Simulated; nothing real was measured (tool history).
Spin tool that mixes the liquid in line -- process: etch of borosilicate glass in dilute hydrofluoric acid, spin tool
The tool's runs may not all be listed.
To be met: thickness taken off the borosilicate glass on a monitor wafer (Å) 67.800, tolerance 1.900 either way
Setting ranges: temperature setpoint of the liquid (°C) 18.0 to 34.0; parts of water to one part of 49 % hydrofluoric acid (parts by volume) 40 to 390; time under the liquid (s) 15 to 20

run,hour,temperature setpoint of the liquid (°C),parts of water to one part of 49 % hydrofluoric acid (parts by volume),time under the liquid (s),thickness taken off the borosilicate glass on a monitor wafer (Å)
1,0.0,26.0,215,20,42.965
2,0.5,28.5,205,20,50.066
3,5.8,30.0,200,20,54.497
4,11.8,28.5,200,20,52.027
5,16.2,28.5,225,20,44.787
6,21.0,28.5,225,15,33.525
7,28.8,29.5,205,15,39.095
8,30.5,29.5,205,15,38.910
9,37.7,27.0,180,15,41.977
10,44.1,29.0,160,15,52.241
11,45.3,30.5,150,15,59.160
12,46.3,31.5,150,15,61.979
13,54.0,32.0,150,15,61.894
14,60.7,34.0,140,15,72.487
15,62.8,33.5,140,15,71.285
16,70.7,33.0,140,15,70.319

Exactly one of the 4 candidate moves below puts every result within its allowed miss. Which one?
A,78.6,28.0,115,15,?
B,78.6,32.5,135,15,?
C,78.6,33.5,145,15,?
D,78.6,32.5,130,15,?

move,thickness taken off the borosilicate glass on a monitor wafer (Å)
A,74.753
B,73.057
C,69.458
D,76.408
A: further off than the last run
B: further off than the last run
C: all results in spec
D: further off than the last run
Move C is the one to make.

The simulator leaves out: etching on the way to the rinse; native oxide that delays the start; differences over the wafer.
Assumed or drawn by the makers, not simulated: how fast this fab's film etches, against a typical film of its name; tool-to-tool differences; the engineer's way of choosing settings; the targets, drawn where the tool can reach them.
